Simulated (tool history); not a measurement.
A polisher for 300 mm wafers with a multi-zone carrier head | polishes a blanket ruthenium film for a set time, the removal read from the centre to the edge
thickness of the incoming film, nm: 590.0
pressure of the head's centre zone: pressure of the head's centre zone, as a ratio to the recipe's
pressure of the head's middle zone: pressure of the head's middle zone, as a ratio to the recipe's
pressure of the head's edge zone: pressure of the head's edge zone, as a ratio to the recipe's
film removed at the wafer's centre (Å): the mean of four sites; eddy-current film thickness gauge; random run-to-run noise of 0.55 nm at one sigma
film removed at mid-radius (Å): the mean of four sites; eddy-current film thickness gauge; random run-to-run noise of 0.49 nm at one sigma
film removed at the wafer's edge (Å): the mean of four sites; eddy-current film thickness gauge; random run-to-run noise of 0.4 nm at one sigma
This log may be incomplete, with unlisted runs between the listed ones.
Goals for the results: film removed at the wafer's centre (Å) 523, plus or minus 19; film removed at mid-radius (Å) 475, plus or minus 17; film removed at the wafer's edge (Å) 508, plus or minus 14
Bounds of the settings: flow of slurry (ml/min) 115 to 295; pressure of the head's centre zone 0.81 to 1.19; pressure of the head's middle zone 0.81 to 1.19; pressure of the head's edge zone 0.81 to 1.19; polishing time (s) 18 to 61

run  hour  flow of slurry (ml/min)  pressure of the head's centre zone  pressure of the head's middle zone  pressure of the head's edge zone  polishing time (s)  film removed at the wafer's centre (Å)  film removed at mid-radius (Å)  film removed at the wafer's edge (Å)
  1     0                      190                                   1                                   1                                 1                  39                                  349.18                          336.87                                342.54
  2   5.2                      195                                1.01                                   1                              1.02                  41                                  365.48                          351.83                                366.47
  3   7.1                      195                                0.96                                   1                              1.02                  41                                  350.87                          357.56                                360.12
  4  10.5                      200                                0.99                                1.01                              1.04                  42                                  370.32                           367.8                                380.23
  5  15.7                      205                                1.01                                1.03                              1.05                  43                                  393.71                          393.08                                384.73
  6    17                      205                                1.01                                1.03                              1.05                  35                                   312.7                          314.31                                313.92
  7  18.9                      205                                1.02                                1.03                              1.06                  37                                  335.43                          337.08                                334.92
  8  25.9                      235                                1.11                                0.97                              1.16                  48                                   483.1                          422.08                                457.58

Consider the 5 candidate settings below. Which is the only one whose results all fall within their allowed miss of target?
  A  32.9                      250                                1.05                                1.05                              1.13                  50                                       ?                               ?                                     ?
  B  32.9                      235                                   1                                0.92                              1.01                  57                                       ?                               ?                                     ?
  C  32.9                      245                                1.09                                1.18                              1.06                  43                                       ?                               ?                                     ?
  D  32.9                      245                                1.08                                1.13                               1.1                  44                                       ?                               ?                                     ?
  E  32.9                      235                                1.19                                1.02                              1.11                  52                                       ?                               ?                                     ?

move  film removed at the wafer's centre (Å)  film removed at mid-radius (Å)  film removed at the wafer's edge (Å)
   A                                  493.53                          467.51                                478.82
   B                                  533.27                          473.29                                513.95
   C                                  438.22                          443.25                                397.25
   D                                  444.53                          436.93                                414.39
   E                                  569.98                          470.38                                490.71
A: closes in on the targets versus the last run, not all within tolerance yet
B: meets every target
C: further off than the last run
D: further off than the last run
E: closes in on the targets versus the last run, not all within tolerance yet
Answer: B
